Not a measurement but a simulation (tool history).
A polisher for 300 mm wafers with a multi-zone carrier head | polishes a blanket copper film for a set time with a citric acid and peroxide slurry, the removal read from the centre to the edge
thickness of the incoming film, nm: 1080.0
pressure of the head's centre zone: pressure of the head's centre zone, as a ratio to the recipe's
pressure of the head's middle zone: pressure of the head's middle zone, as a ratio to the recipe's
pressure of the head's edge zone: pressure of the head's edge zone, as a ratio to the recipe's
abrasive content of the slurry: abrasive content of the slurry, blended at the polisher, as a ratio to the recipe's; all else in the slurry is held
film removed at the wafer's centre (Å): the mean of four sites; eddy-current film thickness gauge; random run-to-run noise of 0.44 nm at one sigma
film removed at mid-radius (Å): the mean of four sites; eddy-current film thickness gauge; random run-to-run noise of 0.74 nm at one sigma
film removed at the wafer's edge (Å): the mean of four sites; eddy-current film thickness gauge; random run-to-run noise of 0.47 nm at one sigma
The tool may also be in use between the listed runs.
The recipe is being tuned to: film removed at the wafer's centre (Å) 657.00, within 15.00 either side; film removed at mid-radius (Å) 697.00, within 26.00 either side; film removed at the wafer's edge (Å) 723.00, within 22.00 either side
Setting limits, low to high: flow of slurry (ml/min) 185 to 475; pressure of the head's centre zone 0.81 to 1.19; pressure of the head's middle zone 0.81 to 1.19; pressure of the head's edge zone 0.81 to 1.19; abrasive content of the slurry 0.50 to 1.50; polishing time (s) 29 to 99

run  hour  flow of slurry (ml/min)  pressure of the head's centre zone  pressure of the head's middle zone  pressure of the head's edge zone  abrasive content of the slurry  polishing time (s)  film removed at the wafer's centre (Å)  film removed at mid-radius (Å)  film removed at the wafer's edge (Å)
  1   0.0                      305                                1.00                                1.00                              1.00                            1.00                  64                                  899.18                          934.30                                873.10
  2   7.9                      305                                0.93                                1.00                              1.00                            1.00                  64                                  835.49                          929.20                                887.40
  3  15.7                      250                                0.93                                1.00                              1.00                            1.00                  64                                  809.86                          910.89                                866.25
  4  21.6                      250                                0.93                                1.00                              1.00                            1.00                  74                                  936.03                         1041.70                                996.85
  5  30.5                      250                                0.93                                1.00                              1.00                            1.20                  74                                  985.74                         1102.80                               1051.20
  6  35.8                      245                                0.92                                0.99                              0.99                            1.15                  73                                  933.21                         1052.40                               1008.70
  7  40.8                      240                                0.91                                0.97                              0.98                            1.10                  72                                  902.90                         1012.90                                993.37
  8  47.6                      240                                0.91                                0.96                              0.97                            1.05                  71                                  886.71                          982.18                                955.29

Pick the move, out of 4, that brings all results within their allowed miss; only one does.
  A  54.4                      230                                0.95                                0.93                              1.14                            1.45                  47                                       ?                               ?                                     ?
  B  54.4                      265                                0.93                                0.97                              1.03                            1.00                  55                                       ?                               ?                                     ?
  C  54.4                      235                                0.85                                0.97                              0.99                            1.05                  55                                       ?                               ?                                     ?
  D  54.4                      210                                0.86                                0.81                              1.07                            0.90                  59                                       ?                               ?                                     ?

move  film removed at the wafer's centre (Å)  film removed at mid-radius (Å)  film removed at the wafer's edge (Å)
   A                                  655.03                          687.36                                713.64
   B                                  702.84                          770.62                                754.48
   C                                  637.69                          767.34                                745.93
   D                                  654.64                          704.62                                779.79
A: all results land within tolerance of their targets
B: nearer than the last run, and not there yet
C: takes the biggest miss from the last run beyond its target
D: brings the result that was furthest off to its target, and leaves another outside
Answer: A
